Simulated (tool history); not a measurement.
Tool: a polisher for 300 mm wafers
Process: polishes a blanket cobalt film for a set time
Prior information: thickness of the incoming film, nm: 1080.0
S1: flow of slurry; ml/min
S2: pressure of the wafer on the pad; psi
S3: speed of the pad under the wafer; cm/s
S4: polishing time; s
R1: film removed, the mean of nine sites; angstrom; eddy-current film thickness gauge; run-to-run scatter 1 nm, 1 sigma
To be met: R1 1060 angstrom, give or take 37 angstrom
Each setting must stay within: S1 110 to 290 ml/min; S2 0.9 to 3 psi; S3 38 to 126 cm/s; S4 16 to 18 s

run,hour,S1,S2,S3,S4,R1
1,0,185,1.9,82,18,827.95
2,5.1,185,1.9,82,18,817.3
3,12.2,190,2,82,18,852.96
4,16.3,190,1.6,82,18,699.37
5,20.6,190,1.8,82,18,782.37
6,28.5,190,1.9,82,18,838.15
7,33.2,190,1.9,82,18,823.31
8,40.4,190,2,82,18,853.35
9,41.8,190,2.1,82,18,909.46
10,42.7,190,2.2,82,18,951.14

Which one of the following 4 next-run settings gets every result inside its allowed miss? There is exactly one.
A,43.6,245,2.3,78,18,?
B,43.6,205,2.2,84,18,?
C,43.6,190,2.4,70,18,?
D,43.6,215,2.1,94,18,?

move,R1
A,958.62
B,966.77
C,873.81
D,1036.6
A: nearer the targets than the last run, but a result is still out of spec
B: nearer the targets than the last run, but a result is still out of spec
C: the biggest miss grows against the last run
D: meets every target
The right move is D.
